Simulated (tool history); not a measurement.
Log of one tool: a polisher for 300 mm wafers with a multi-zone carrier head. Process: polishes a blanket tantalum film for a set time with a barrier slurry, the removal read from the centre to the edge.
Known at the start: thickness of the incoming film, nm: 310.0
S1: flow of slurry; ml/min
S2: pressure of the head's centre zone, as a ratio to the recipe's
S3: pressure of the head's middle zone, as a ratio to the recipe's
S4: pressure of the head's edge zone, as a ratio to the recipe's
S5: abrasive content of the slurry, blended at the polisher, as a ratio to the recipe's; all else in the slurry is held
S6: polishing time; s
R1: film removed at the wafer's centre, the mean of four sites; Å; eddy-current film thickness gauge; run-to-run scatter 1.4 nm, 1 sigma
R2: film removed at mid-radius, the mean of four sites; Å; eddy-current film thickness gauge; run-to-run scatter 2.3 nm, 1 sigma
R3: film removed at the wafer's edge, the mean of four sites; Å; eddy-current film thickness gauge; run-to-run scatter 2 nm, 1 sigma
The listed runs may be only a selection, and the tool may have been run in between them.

run  hour   S1    S2    S3    S4    S5  S6      R1      R2      R3
  1   0.0  290  1.00  1.00  1.00  1.00  52  1293.8  1220.2  1265.3
  2   6.1  300  1.04  1.04  1.00  1.10  52  1359.3  1328.5  1290.5
  3  14.4  310  1.08  1.05  0.99  1.20  53  1447.9  1393.8  1323.2
  4  21.1  310  1.08  1.05  0.99  1.00  53  1398.8  1329.4  1278.8
  5  24.4  315  1.11  1.06  0.98  1.10  54  1512.3  1365.2  1330.4
  6  27.2  255  1.11  1.06  0.98  1.10  54  1467.1  1378.0  1306.1
  7  33.3  265  1.19  1.16  1.00  1.35  56  1713.1  1571.9  1427.2

Run 8 has not been measured yet. What should we expect?
  8  35.3  275  1.19  1.17  0.99  1.40  56   ?   ?   ?

Run 8 came out at R1 1729.4 Å, R2 1589.2 Å, R3 1425.3 Å.
